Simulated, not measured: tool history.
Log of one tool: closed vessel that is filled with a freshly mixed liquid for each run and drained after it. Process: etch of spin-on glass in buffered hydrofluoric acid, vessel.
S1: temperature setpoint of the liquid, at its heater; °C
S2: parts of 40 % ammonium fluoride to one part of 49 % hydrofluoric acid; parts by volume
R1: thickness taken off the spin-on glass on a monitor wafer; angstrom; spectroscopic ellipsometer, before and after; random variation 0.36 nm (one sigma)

run 1 hour=0.0 | S1=22.0 S2=22.0 time_in_the_liquid_(s)=35 | R1=254.80
run 2 hour=4.4 | S1=24.0 S2=18.0 time_in_the_liquid_(s)=35 | R1=338.05
run 3 hour=10.9 | S1=26.5 S2=18.0 time_in_the_liquid_(s)=35 | R1=387.00
run 4 hour=19.7 | S1=26.5 S2=18.0 time_in_the_liquid_(s)=35 | R1=385.57
run 5 hour=21.0 | S1=27.5 S2=15.5 time_in_the_liquid_(s)=35 | R1=471.47
run 6 hour=27.4 | S1=27.5 S2=15.5 time_in_the_liquid_(s)=35 | R1=474.54
run 7 hour=31.2 | S1=28.0 S2=14.5 time_in_the_liquid_(s)=35 | R1=520.03

Forecast run 8:
run 8 hour=35.7 | S1=28.5 S2=14.0 time_in_the_liquid_(s)=35 | R1=?

R1: 551.57 angstrom
